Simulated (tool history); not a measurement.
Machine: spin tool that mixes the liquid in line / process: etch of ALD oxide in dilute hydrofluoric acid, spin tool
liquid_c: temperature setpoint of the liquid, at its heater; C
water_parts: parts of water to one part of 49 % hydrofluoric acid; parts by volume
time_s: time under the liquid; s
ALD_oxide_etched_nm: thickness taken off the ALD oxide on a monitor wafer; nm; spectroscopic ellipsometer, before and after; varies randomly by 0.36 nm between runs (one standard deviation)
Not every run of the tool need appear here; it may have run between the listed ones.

run	hour	liquid_c	water_parts	time_s	ALD_oxide_etched_nm
1	0.0	20.0	105	270	22.380
2	2.7	20.0	85	270	28.054
3	11.0	21.0	85	270	29.073
4	14.9	22.0	85	270	30.564
5	18.9	22.5	85	270	31.142
6	23.6	23.0	85	270	32.048

What does the tool deliver on the next run?
7	24.8	23.5	85	270	?

Run 7 produced ALD_oxide_etched_nm 33.050 nm.
